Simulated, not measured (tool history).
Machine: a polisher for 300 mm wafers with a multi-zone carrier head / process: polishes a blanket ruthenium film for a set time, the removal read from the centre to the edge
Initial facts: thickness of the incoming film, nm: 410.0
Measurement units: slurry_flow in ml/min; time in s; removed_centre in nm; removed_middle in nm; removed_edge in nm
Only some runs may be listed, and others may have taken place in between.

run 1 day=0 | slurry_flow=160 centre_zone=1 middle_zone=1 edge_zone=1 time=38 | removed_centre=28.487 removed_middle=27.707 removed_edge=28.646
run 2 day=0.117 | slurry_flow=160 centre_zone=1.07 middle_zone=1 edge_zone=1 time=38 | removed_centre=30.432 removed_middle=27.719 removed_edge=28.887
run 3 day=0.388 | slurry_flow=155 centre_zone=1.05 middle_zone=0.99 edge_zone=0.98 time=38 | removed_centre=29.691 removed_middle=27.585 removed_edge=27.682
run 4 day=0.662 | slurry_flow=155 centre_zone=1.1 middle_zone=0.99 edge_zone=0.98 time=38 | removed_centre=31.528 removed_middle=27.483 removed_edge=28.139
run 5 day=0.854 | slurry_flow=150 centre_zone=1.08 middle_zone=0.98 edge_zone=0.97 time=38 | removed_centre=30.747 removed_middle=27.262 removed_edge=27.981
run 6 day=0.992 | slurry_flow=145 centre_zone=1.06 middle_zone=0.97 edge_zone=0.96 time=38 | removed_centre=30.453 removed_middle=27.025 removed_edge=27.495
run 7 day=1.117 | slurry_flow=105 centre_zone=0.96 middle_zone=0.88 edge_zone=0.92 time=35 | removed_centre=23.519 removed_middle=22.139 removed_edge=23.926
run 8 day=1.433 | slurry_flow=105 centre_zone=0.96 middle_zone=0.89 edge_zone=0.92 time=35 | removed_centre=23.513 removed_middle=22.105 removed_edge=24.55

What does the tool deliver on the next run?
run 9 day=1.458 | slurry_flow=105 centre_zone=0.96 middle_zone=0.89 edge_zone=0.92 time=35 | removed_centre=? removed_middle=? removed_edge=?

{"run 9": {"removed_centre": 23.414, "removed_middle": 22.255, "removed_edge": 23.956}}

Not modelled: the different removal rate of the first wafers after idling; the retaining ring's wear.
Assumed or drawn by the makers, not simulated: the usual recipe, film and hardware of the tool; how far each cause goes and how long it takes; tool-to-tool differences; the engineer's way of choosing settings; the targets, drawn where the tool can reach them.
